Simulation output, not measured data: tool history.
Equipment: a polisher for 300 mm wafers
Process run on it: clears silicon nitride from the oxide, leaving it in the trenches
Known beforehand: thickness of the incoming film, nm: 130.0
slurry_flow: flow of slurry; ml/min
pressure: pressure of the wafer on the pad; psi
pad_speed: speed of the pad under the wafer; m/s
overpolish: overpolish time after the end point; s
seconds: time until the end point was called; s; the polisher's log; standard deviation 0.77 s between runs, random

run 1 hour=0 | slurry_flow=125 pressure=3.5 pad_speed=1.24 overpolish=6 | seconds=78.684
run 2 hour=7.5 | slurry_flow=125 pressure=3.7 pad_speed=1.24 overpolish=6 | seconds=73.287
run 3 hour=16 | slurry_flow=125 pressure=3.8 pad_speed=1.24 overpolish=6 | seconds=72.719
run 4 hour=17.1 | slurry_flow=125 pressure=3.8 pad_speed=1.4 overpolish=6 | seconds=64.96
run 5 hour=18.6 | slurry_flow=125 pressure=3.9 pad_speed=1.4 overpolish=6 | seconds=66.201
run 6 hour=22.8 | slurry_flow=125 pressure=3.9 pad_speed=1.2 overpolish=6 | seconds=72.577

For run 7, what comes out?
run 7 hour=25.1 | slurry_flow=125 pressure=4 pad_speed=1.2 overpolish=6 | seconds=?

{"run 7": {"seconds": 69.884}}
